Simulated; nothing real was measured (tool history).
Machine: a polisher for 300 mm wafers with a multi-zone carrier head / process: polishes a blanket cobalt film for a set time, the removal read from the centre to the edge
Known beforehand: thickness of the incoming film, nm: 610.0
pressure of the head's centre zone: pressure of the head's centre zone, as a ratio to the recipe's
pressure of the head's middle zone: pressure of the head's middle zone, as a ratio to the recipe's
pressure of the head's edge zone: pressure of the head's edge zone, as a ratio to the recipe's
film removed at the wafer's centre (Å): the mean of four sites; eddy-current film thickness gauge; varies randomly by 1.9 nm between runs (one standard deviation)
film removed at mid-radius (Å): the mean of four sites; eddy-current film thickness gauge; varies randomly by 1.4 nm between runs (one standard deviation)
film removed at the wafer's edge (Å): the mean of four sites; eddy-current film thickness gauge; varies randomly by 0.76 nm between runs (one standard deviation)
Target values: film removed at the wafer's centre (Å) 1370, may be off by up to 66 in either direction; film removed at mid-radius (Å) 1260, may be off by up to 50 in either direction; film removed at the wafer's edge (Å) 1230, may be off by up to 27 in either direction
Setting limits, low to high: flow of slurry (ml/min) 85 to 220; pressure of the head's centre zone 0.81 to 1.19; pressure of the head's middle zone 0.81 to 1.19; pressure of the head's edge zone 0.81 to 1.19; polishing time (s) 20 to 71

run	hour	flow of slurry (ml/min)	pressure of the head's centre zone	pressure of the head's middle zone	pressure of the head's edge zone	polishing time (s)	film removed at the wafer's centre (Å)	film removed at mid-radius (Å)	film removed at the wafer's edge (Å)
1	0	140	1	1	1	45	2312.7	2387.4	2272.9
2	7.1	140	1	1.05	1	45	2338.1	2475.6	2256.4
3	10	130	1.02	1.01	0.97	39	2054.6	2015.4	1911.4
4	14.6	130	1.02	1.04	0.97	39	2050.5	2098.3	1905.2
5	23.5	130	1.02	1.04	0.97	48	2538.3	2571.7	2337.3
# hour 30.2: edge zone pressure recalibrated
6	30.2	120	1.02	1.01	0.94	42	2148.3	2142.3	2124.8
7	30.9	120	1.03	1.01	0.95	36	1873	1863.7	1813.3
8	36.2	115	1.05	1.01	0.95	32	1667.4	1624.4	1585.2
9	41.2	85	1.08	0.96	0.85	25	1254.3	1162.5	1146.5
10	45.7	95	1.08	0.96	0.86	25	1282.6	1171.6	1161.5
11	54.4	105	1.07	0.96	0.87	25	1339.5	1227	1194.9
12	57.7	105	1.07	0.96	0.88	25	1278.9	1196.6	1199.2

Which one of the following 4 next-run settings gets every result inside its allowed miss? There is exactly one.
A	61	105	1.11	0.93	0.86	25	?	?	?
B	61	85	1.17	0.84	0.95	26	?	?	?
C	61	120	1.16	0.81	0.84	25	?	?	?
D	61	125	1.02	0.93	0.81	26	?	?	?

move	film removed at the wafer's centre (Å)	film removed at mid-radius (Å)	film removed at the wafer's edge (Å)
A	1322.9	1151.5	1179.8
B	1371.6	1057	1251.2
C	1408.4	1052	1188.7
D	1329.2	1235.4	1220.7
A: meets the target for the result that was furthest off, but another lies outside its allowed miss
B: meets the target for the result that was furthest off, but another lies outside its allowed miss
C: meets the target for the result that was furthest off, but another lies outside its allowed miss
D: all results in spec
Move D is the one to make.
